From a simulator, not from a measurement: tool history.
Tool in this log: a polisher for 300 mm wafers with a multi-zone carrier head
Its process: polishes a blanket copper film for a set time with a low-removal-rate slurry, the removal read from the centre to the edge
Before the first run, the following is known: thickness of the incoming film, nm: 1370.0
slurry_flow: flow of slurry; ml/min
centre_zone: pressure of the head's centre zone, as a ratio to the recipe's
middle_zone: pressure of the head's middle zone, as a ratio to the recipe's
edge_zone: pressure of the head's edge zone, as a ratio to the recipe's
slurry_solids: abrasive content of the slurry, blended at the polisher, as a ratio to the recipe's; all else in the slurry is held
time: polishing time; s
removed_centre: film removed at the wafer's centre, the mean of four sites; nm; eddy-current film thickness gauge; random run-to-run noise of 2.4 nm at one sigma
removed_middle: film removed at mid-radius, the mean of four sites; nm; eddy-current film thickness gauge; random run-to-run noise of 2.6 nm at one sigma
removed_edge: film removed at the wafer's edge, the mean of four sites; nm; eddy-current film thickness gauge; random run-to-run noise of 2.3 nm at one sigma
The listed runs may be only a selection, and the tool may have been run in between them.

Run 1, hour 0.0: slurry_flow 225 ml/min, centre_zone 1.00, middle_zone 1.00, edge_zone 1.00, slurry_solids 1.00, time 66 s. Result: removed_centre 146.63 nm, removed_middle 144.33 nm, removed_edge 147.80 nm.
Run 2, hour 2.0: slurry_flow 225 ml/min, centre_zone 1.00, middle_zone 1.00, edge_zone 1.00, slurry_solids 1.00, time 78 s. Result: removed_centre 171.77 nm, removed_middle 173.97 nm, removed_edge 177.57 nm.
Run 3, hour 8.3: slurry_flow 225 ml/min, centre_zone 1.00, middle_zone 1.00, edge_zone 0.97, slurry_solids 1.00, time 78 s. Result: removed_centre 171.07 nm, removed_middle 170.57 nm, removed_edge 172.07 nm.
Run 4, hour 16.9: slurry_flow 225 ml/min, centre_zone 0.96, middle_zone 1.00, edge_zone 0.97, slurry_solids 1.00, time 78 s. Result: removed_centre 166.61 nm, removed_middle 171.60 nm, removed_edge 174.12 nm.
Run 5, hour 25.2: slurry_flow 225 ml/min, centre_zone 0.96, middle_zone 1.00, edge_zone 0.89, slurry_solids 1.00, time 78 s. Result: removed_centre 163.33 nm, removed_middle 174.03 nm, removed_edge 165.89 nm.
Run 6, hour 26.2: slurry_flow 235 ml/min, centre_zone 1.01, middle_zone 0.99, edge_zone 0.90, slurry_solids 1.05, time 78 s. Result: removed_centre 177.16 nm, removed_middle 176.16 nm, removed_edge 166.80 nm.

For run 7, what comes out?
Run 7, hour 27.8: slurry_flow 245 ml/min, centre_zone 1.04, middle_zone 0.98, edge_zone 0.92, slurry_solids 1.05, time 78 s. Result: removed_centre ?, removed_middle ?, removed_edge ?.

removed_centre: 183.69 nm
removed_middle: 174.00 nm
removed_edge: 168.63 nm
